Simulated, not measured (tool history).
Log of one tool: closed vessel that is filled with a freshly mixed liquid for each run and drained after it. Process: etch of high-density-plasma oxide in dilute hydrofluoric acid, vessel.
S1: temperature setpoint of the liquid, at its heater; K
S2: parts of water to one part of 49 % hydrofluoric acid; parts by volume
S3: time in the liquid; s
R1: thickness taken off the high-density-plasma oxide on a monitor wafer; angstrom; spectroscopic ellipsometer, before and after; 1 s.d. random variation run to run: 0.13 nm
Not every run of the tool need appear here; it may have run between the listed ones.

| run | day | S1 | S2 | S3 | R1 |
|---|---|---|---|---|---|
| 1 | 0.000 | 293.15 | 255 | 2685 | 399.73 |
| 2 | 0.283 | 292.15 | 280 | 2685 | 339.67 |
| 3 | 0.642 | 291.65 | 295 | 2685 | 312.76 |
| 4 | 0.825 | 291.65 | 295 | 2685 | 313.43 |
| 5 | 0.917 | 291.65 | 295 | 2890 | 342.13 |
| 6 | 1.279 | 291.15 | 315 | 2890 | 308.62 |

For run 7, what comes out?
| 7 | 1.617 | 290.65 | 330 | 2890 | ? |

R1: 284.56 angstrom
